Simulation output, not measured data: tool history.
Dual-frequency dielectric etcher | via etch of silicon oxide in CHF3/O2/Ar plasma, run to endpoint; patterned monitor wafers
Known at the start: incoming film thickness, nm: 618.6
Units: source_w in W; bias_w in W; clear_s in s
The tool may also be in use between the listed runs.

run,hour,source_w,bias_w,clear_s
1,0.0,760,238,275.54
2,7.6,820,244,266.48
3,8.5,820,205,289.81
4,11.8,730,205,300.95
5,20.6,800,218,282.50
6,29.1,800,247,267.45

Run 7 comes next. What will it give?
7,37.4,850,252,?

{"run 7": {"clear_s": 259.13}}
